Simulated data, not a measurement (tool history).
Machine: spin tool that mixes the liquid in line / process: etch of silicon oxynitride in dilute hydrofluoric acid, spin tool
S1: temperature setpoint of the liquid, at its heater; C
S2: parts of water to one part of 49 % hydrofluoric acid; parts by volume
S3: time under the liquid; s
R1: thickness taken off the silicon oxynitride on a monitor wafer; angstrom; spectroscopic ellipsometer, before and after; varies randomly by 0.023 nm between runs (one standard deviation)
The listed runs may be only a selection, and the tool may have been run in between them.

| run | hour | S1 | S2 | S3 | R1 |
|---|---|---|---|---|---|
| 1 | 0.0 | 21.0 | 55 | 40 | 27.253 |
| 2 | 6.5 | 21.0 | 55 | 40 | 26.922 |
| 3 | 10.4 | 21.0 | 75 | 40 | 19.740 |
| 4 | 15.1 | 23.5 | 75 | 40 | 22.208 |
| 5 | 22.5 | 25.0 | 75 | 40 | 23.940 |
| 6 | 30.0 | 26.0 | 75 | 40 | 25.156 |
| 7 | 38.1 | 27.0 | 75 | 40 | 26.228 |
| 8 | 42.0 | 27.5 | 75 | 40 | 26.857 |
| 9 | 44.3 | 28.0 | 75 | 40 | 27.737 |

Predict the results of run 10:
| 10 | 46.6 | 28.5 | 75 | 40 | ? |

{"run 10": {"R1": 27.678}}
